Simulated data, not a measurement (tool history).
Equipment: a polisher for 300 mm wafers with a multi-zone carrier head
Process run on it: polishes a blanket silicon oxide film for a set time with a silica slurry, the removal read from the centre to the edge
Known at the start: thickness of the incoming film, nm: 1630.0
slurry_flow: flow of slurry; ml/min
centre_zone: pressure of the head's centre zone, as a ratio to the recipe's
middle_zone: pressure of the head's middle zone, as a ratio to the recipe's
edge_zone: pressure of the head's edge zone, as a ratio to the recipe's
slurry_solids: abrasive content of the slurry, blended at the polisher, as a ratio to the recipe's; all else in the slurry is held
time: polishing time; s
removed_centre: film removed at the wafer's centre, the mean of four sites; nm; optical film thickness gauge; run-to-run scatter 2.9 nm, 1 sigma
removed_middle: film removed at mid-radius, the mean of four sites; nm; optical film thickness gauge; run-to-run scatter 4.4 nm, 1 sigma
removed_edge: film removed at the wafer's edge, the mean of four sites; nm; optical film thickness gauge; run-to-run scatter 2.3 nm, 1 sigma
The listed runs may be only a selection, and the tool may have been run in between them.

run	day	slurry_flow	centre_zone	middle_zone	edge_zone	slurry_solids	time	removed_centre	removed_middle	removed_edge
1	0.000	240	1.00	1.00	1.00	1.00	58	252.63	238.87	239.38
2	0.233	245	0.98	1.03	1.02	1.10	59	272.38	262.77	259.89
3	0.333	240	0.95	1.05	1.03	1.15	60	272.38	270.49	271.09
4	0.521	240	0.95	1.05	1.03	1.00	60	249.34	256.34	248.97
5	0.838	240	0.95	1.05	1.03	1.00	66	279.16	285.13	276.70
6	1.146	250	0.93	1.07	1.04	1.05	67	288.03	298.54	290.21
7	1.262	235	0.91	1.09	1.03	1.10	68	289.65	320.56	299.83

The next listed run, before its measurement:
8	1.621	235	0.90	1.10	1.03	1.15	68	?	?	?

removed_centre: 288.58 nm
removed_middle: 324.46 nm
removed_edge: 306.92 nm
